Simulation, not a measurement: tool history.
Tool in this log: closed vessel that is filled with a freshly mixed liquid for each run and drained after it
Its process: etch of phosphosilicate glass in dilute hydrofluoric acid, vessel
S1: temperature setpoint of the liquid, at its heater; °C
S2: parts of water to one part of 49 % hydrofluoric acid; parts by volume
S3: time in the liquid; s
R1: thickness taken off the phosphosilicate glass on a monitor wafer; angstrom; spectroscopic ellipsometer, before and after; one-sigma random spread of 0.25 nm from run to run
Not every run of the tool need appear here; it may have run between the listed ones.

{"run": 1, "hour": 0.0, "S1": 24, "S2": 275, "S3": 90, "R1": 157.62}
{"run": 2, "hour": 1.9, "S1": 26.5, "S2": 255, "S3": 90, "R1": 192.67}
{"run": 3, "hour": 9.9, "S1": 28, "S2": 245, "S3": 90, "R1": 210.53}
{"run": 4, "hour": 18.5, "S1": 28, "S2": 305, "S3": 90, "R1": 157.99}
{"run": 5, "hour": 22.0, "S1": 31, "S2": 305, "S3": 90, "R1": 176.89}
{"run": 6, "hour": 23.0, "S1": 31, "S2": 305, "S3": 90, "R1": 178.19}
{"run": 7, "hour": 24.0, "S1": 31.5, "S2": 280, "S3": 90, "R1": 196.1}
{"run": 8, "hour": 28.9, "S1": 31.5, "S2": 260, "S3": 90, "R1": 220.2}

Predict the results of run 9:
{"run": 9, "hour": 32.7, "S1": 31.5, "S2": 250, "S3": 90, "R1": "?"}

R1: 232.41 angstrom

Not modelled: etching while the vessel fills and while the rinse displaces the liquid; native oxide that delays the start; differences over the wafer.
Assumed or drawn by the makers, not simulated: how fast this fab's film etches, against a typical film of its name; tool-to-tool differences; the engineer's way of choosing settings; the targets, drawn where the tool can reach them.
